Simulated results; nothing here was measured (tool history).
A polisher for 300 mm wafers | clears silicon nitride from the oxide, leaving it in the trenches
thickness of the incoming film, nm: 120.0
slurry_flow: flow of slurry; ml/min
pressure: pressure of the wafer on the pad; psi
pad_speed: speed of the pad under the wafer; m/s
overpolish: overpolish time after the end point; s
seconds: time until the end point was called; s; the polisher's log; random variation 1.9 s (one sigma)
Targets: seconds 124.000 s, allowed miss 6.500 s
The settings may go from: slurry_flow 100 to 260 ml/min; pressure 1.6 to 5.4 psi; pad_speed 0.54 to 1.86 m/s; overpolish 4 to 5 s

run,hour,slurry_flow,pressure,pad_speed,overpolish,seconds
1,0.0,165,3.5,1.18,5,82.446
2,7.4,165,3.1,1.16,5,91.224
3,14.5,165,2.8,1.14,5,107.920
4,18.9,165,2.7,1.14,5,108.240
5,27.9,185,2.7,1.14,5,107.810
6,35.9,225,2.7,1.14,5,102.490
7,38.2,225,2.5,1.14,5,108.170
8,44.0,225,2.5,1.14,5,112.240
9,45.3,225,2.4,1.14,5,116.190

5 next moves are on the table. One of them brings every result within its allowed miss. Which?
A,46.6,235,2.3,1.12,5,?
B,46.6,235,2.5,1.20,5,?
C,46.6,200,2.5,1.20,5,?
D,46.6,260,2.5,1.14,5,?
E,46.6,230,2.5,1.18,5,?

move,seconds
A,121.820
B,106.540
C,108.770
D,109.690
E,108.240
A: meets every target
B: further off than the last run
C: further off than the last run
D: further off than the last run
E: further off than the last run
The right move is A.
